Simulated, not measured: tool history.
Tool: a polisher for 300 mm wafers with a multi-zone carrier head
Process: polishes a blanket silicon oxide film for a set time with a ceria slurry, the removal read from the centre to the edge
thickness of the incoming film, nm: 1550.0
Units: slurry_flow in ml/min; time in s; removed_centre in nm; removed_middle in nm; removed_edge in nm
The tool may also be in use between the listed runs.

{"run": 1, "hour": 0.0, "slurry_flow": 130, "centre_zone": 1.0, "middle_zone": 1.0, "edge_zone": 1.0, "time": 79, "removed_centre": 384.93, "removed_middle": 371.87, "removed_edge": 386.05}
{"run": 2, "hour": 8.8, "slurry_flow": 130, "centre_zone": 1.0, "middle_zone": 1.0, "edge_zone": 1.0, "time": 67, "removed_centre": 327.28, "removed_middle": 317.89, "removed_edge": 325.0}
{"run": 3, "hour": 16.4, "slurry_flow": 135, "centre_zone": 1.01, "middle_zone": 1.02, "edge_zone": 1.02, "time": 69, "removed_centre": 338.06, "removed_middle": 335.67, "removed_edge": 341.43}
{"run": 4, "hour": 22.0, "slurry_flow": 110, "centre_zone": 1.01, "middle_zone": 1.02, "edge_zone": 1.02, "time": 69, "removed_centre": 321.96, "removed_middle": 324.65, "removed_edge": 325.01}
{"run": 5, "hour": 25.7, "slurry_flow": 110, "centre_zone": 1.01, "middle_zone": 0.98, "edge_zone": 1.02, "time": 69, "removed_centre": 320.94, "removed_middle": 312.05, "removed_edge": 321.18}
{"run": 6, "hour": 27.3, "slurry_flow": 110, "centre_zone": 1.01, "middle_zone": 0.98, "edge_zone": 1.02, "time": 54, "removed_centre": 251.36, "removed_middle": 242.52, "removed_edge": 251.02}
{"run": 7, "hour": 30.7, "slurry_flow": 145, "centre_zone": 1.1, "middle_zone": 1.08, "edge_zone": 1.12, "time": 76, "removed_centre": 409.22, "removed_middle": 391.72, "removed_edge": 402.18}
{"run": 8, "hour": 31.5, "slurry_flow": 150, "centre_zone": 1.1, "middle_zone": 1.09, "edge_zone": 1.12, "time": 76, "removed_centre": 405.77, "removed_middle": 396.69, "removed_edge": 400.31}
{"run": 9, "hour": 32.3, "slurry_flow": 155, "centre_zone": 1.11, "middle_zone": 1.1, "edge_zone": 1.12, "time": 77, "removed_centre": 418.61, "removed_middle": 408.93, "removed_edge": 404.37}
{"run": 10, "hour": 41.1, "slurry_flow": 155, "centre_zone": 1.11, "middle_zone": 1.1, "edge_zone": 1.12, "time": 77, "removed_centre": 421.78, "removed_middle": 403.93, "removed_edge": 418.25}
{"run": 11, "hour": 42.1, "slurry_flow": 155, "centre_zone": 1.11, "middle_zone": 1.11, "edge_zone": 1.1, "time": 78, "removed_centre": 424.68, "removed_middle": 413.7, "removed_edge": 405.14}

The next listed run, before its measurement:
{"run": 12, "hour": 49.8, "slurry_flow": 160, "centre_zone": 1.11, "middle_zone": 1.12, "edge_zone": 1.11, "time": 78, "removed_centre": "?", "removed_middle": "?", "removed_edge": "?"}

removed_centre: 435.79 nm
removed_middle: 423.30 nm
removed_edge: 413.67 nm
